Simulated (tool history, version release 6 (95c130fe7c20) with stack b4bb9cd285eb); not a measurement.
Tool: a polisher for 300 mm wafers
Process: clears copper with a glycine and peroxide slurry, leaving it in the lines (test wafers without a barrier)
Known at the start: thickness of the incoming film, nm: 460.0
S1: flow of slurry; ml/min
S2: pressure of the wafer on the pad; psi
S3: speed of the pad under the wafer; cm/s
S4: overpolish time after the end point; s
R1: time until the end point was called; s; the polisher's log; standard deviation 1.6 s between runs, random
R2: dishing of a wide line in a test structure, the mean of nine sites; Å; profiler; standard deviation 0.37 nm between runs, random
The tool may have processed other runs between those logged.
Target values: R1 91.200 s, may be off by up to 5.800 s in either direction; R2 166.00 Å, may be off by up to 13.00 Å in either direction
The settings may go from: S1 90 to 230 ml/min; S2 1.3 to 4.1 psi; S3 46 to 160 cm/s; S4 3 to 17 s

Run 1, hour 0.0: S1 150 ml/min, S2 2.7 psi, S3 102 cm/s, S4 9 s. Result: R1 93.324 s, R2 356.76 Å.
Run 2, hour 3.1: S1 180 ml/min, S2 2.7 psi, S3 102 cm/s, S4 9 s. Result: R1 87.715 s, R2 355.44 Å.
Run 3, hour 12.0: S1 195 ml/min, S2 2.5 psi, S3 102 cm/s, S4 7 s. Result: R1 93.103 s, R2 274.39 Å.
Run 4, hour 13.5: S1 205 ml/min, S2 2.4 psi, S3 102 cm/s, S4 6 s. Result: R1 95.670 s, R2 223.81 Å.
Run 5, hour 21.0: S1 205 ml/min, S2 1.8 psi, S3 102 cm/s, S4 6 s. Result: R1 120.280 s, R2 188.17 Å.
Run 6, hour 25.0: S1 210 ml/min, S2 2.0 psi, S3 102 cm/s, S4 5 s. Result: R1 112.840 s, R2 166.30 Å.
Run 7, hour 29.8: S1 210 ml/min, S2 2.2 psi, S3 102 cm/s, S4 5 s. Result: R1 104.730 s, R2 182.26 Å.
Run 8, hour 31.8: S1 210 ml/min, S2 2.3 psi, S3 102 cm/s, S4 4 s. Result: R1 100.550 s, R2 149.60 Å.

Of the 4 settings listed for the next run, only one would bring every result within its allowed miss of target. Which one?
Run A, hour 33.8: S1 215 ml/min, S2 2.0 psi, S3 102 cm/s, S4 5 s. Result: R1 ?, R2 ?.
Run B, hour 33.8: S1 220 ml/min, S2 2.1 psi, S3 126 cm/s, S4 4 s. Result: R1 ?, R2 ?.
Run C, hour 33.8: S1 210 ml/min, S2 2.2 psi, S3 96 cm/s, S4 4 s. Result: R1 ?, R2 ?.
Run D, hour 33.8: S1 200 ml/min, S2 2.6 psi, S3 78 cm/s, S4 5 s. Result: R1 ?, R2 ?.

move       R1      R2
   A  114.130  173.88
   B   95.719  166.06
   C  110.270  145.29
   D  110.100  180.69
A: further off than the last run
B: meets every target
C: further off than the last run
D: further off than the last run
B is the move that brings every result within its allowed miss.

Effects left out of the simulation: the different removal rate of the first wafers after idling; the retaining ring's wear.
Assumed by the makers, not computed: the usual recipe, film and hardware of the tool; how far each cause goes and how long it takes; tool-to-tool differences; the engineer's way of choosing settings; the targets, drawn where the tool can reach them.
